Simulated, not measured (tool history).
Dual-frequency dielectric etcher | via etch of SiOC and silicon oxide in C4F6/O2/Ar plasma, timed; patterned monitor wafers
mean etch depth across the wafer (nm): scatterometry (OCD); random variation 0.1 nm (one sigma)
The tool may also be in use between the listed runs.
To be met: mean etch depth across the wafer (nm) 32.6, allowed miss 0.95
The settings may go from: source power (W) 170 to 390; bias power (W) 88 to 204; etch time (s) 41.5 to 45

run,hour,source power (W),bias power (W),etch time (s),mean etch depth across the wafer (nm)
1,0,280,146,45,40.29
2,8.7,270,141,44.5,38.78
3,12.2,300,141,44.5,40.713
4,20.3,290,137,44.5,39.767
5,26.4,280,134,44.5,38.64
6,32,280,134,41.5,35.897
7,37.4,270,133,41.5,35.388
8,40,260,132,41.5,34.693
9,46.6,260,131,41.5,34.582
10,52.1,260,130,41.5,34.569
11,56.6,260,129,41.5,34.264
12,63.1,260,129,41.5,34.318
13,67.3,250,127,41.5,33.588

Which of these 4 next moves meets every target?
A,71.5,240,125,43,?
B,71.5,210,118,41.5,?
C,71.5,250,116,41.5,?
D,71.5,250,140,42,?

move,mean etch depth across the wafer (nm)
A,33.933
B,30.207
C,32.463
D,35.164
A: further off than the last run
B: takes the result that was furthest off past its target
C: meets every target
D: further off than the last run
Move C is the one to make.
